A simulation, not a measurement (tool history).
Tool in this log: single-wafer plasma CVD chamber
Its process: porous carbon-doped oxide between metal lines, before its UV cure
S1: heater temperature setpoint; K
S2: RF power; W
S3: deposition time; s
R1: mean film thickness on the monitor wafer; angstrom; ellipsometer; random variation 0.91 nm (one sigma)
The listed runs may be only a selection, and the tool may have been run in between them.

Run 1, day 0.000: S1 593.15 K, S2 630 W, S3 37.9 s. Result: R1 2042.9 angstrom.
Run 2, day 0.033: S1 593.15 K, S2 595 W, S3 37.9 s. Result: R1 1948.9 angstrom.
Run 3, day 0.388: S1 593.15 K, S2 630 W, S3 37.9 s. Result: R1 2033.9 angstrom.
Run 4, day 0.546: S1 593.15 K, S2 630 W, S3 37.9 s. Result: R1 2024.6 angstrom.
Run 5, day 0.592: S1 586.15 K, S2 630 W, S3 37.9 s. Result: R1 2074.2 angstrom.
Run 6, day 0.733: S1 588.15 K, S2 620 W, S3 37.9 s. Result: R1 2052.9 angstrom.
Run 7, day 0.942: S1 590.15 K, S2 615 W, S3 37.9 s. Result: R1 2022.7 angstrom.

Predict the results of run 8:
Run 8, day 1.196: S1 592.15 K, S2 610 W, S3 37.9 s. Result: R1 ?.

R1: 1997.9 angstrom
